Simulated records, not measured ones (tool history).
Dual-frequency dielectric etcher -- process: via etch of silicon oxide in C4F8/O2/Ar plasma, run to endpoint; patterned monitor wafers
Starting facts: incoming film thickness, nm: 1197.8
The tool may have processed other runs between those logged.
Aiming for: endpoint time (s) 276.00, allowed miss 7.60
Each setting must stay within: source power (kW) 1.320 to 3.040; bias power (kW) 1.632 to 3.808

| run | hour | source power (kW) | bias power (kW) | endpoint time (s) |
|---|---|---|---|---|
| 1 | 0.0 | 2.180 | 2.720 | 236.02 |
| 2 | 1.7 | 2.070 | 2.665 | 238.54 |
| 3 | 10.6 | 1.960 | 2.548 | 248.04 |
| 4 | 17.6 | 1.790 | 2.548 | 249.22 |
| 5 | 18.7 | 1.790 | 2.330 | 257.97 |
| 6 | 20.0 | 1.740 | 2.281 | 264.49 |
| 7 | 26.3 | 1.710 | 2.259 | 263.70 |
| 8 | 33.1 | 1.680 | 2.231 | 264.89 |

5 candidate next runs follow, results not yet known. Just one meets every target within its allowed miss. Identify it.
| A | 39.9 | 1.700 | 2.621 | ? |
| B | 39.9 | 1.830 | 2.364 | ? |
| C | 39.9 | 1.630 | 2.322 | ? |
| D | 39.9 | 1.970 | 1.783 | ? |
| E | 39.9 | 2.350 | 1.816 | ? |

| move | endpoint time (s) |
|---|---|
| A | 251.20 |
| B | 255.08 |
| C | 264.06 |
| D | 273.67 |
| E | 259.31 |
A: the biggest miss grows against the last run
B: the biggest miss grows against the last run
C: the biggest miss grows against the last run
D: all results land within tolerance of their targets
E: the biggest miss grows against the last run
Answer: D
